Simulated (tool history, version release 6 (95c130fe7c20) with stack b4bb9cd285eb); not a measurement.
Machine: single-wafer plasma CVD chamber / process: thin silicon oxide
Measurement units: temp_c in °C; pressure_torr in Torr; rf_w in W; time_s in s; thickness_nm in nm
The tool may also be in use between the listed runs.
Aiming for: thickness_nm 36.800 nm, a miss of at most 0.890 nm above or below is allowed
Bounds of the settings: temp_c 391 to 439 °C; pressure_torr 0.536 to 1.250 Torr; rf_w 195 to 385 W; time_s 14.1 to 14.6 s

run    day  temp_c  pressure_torr  rf_w  time_s  thickness_nm
  1  0.000     415          0.893   290    14.1        29.514
  2  0.038     415          0.893   325    14.1        30.536
  3  0.312     407          0.893   325    14.1        30.694
  4  0.562     407          0.893   325    14.1        30.739
  5  0.762     407          0.747   325    14.1        25.708
  6  1.138     407          0.747   325    14.6        26.495
  7  1.212     407          0.826   325    14.6        29.567
  8  1.517     407          0.879   325    14.6        31.225
  9  1.842     407          0.879   325    14.6        31.278
 10  2.212     407          0.879   325    14.6        31.317
 11  2.408     407          0.919   325    14.6        32.449

Exercise: of the 4 proposed moves below, exactly one satisfies all targets within the stated allowed misses. Which move is it?
  A  2.604     408          0.988   345    14.1             ?
  B  2.604     399          1.142   365    14.6             ?
  C  2.604     406          0.905   300    14.1             ?
  D  2.604     408          1.041   340    14.6             ?

move  thickness_nm
   A        34.319
   B        40.238
   C        30.737
   D        36.757
A: closer than the last run, but not yet in spec
B: takes the biggest miss from the last run beyond its target
C: further off than the last run
D: hits every target within its allowed miss
Correct choice: D, which meets every target
